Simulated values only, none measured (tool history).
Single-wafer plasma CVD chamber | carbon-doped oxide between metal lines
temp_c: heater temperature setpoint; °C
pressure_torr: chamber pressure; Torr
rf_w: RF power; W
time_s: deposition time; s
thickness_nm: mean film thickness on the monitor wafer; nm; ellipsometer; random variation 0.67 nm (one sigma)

Run 1, hour 0: temp_c 325 °C, pressure_torr 6.04 Torr, rf_w 560 W, time_s 22.1 s. Result: thickness_nm 125.55 nm.
Run 2, hour 8.5: temp_c 323 °C, pressure_torr 6.15 Torr, rf_w 570 W, time_s 22.1 s. Result: thickness_nm 128.84 nm.
Run 3, hour 15: temp_c 323 °C, pressure_torr 6.15 Torr, rf_w 610 W, time_s 22.1 s. Result: thickness_nm 132.63 nm.
Run 4, hour 23.7: temp_c 323 °C, pressure_torr 6.15 Torr, rf_w 610 W, time_s 22.1 s. Result: thickness_nm 133.37 nm.
Run 5, hour 26.1: temp_c 328 °C, pressure_torr 6.15 Torr, rf_w 610 W, time_s 22.1 s. Result: thickness_nm 131.71 nm.
Run 6, hour 29: temp_c 328 °C, pressure_torr 6.15 Torr, rf_w 550 W, time_s 22.1 s. Result: thickness_nm 123.48 nm.
Run 7, hour 30: temp_c 328 °C, pressure_torr 6.15 Torr, rf_w 550 W, time_s 22.1 s. Result: thickness_nm 123.58 nm.

Run 8 comes next. What will it give?
Run 8, hour 30.6: temp_c 326 °C, pressure_torr 6.29 Torr, rf_w 560 W, time_s 22.1 s. Result: thickness_nm ?.

{"run 8": {"thickness_nm": 125.7}}
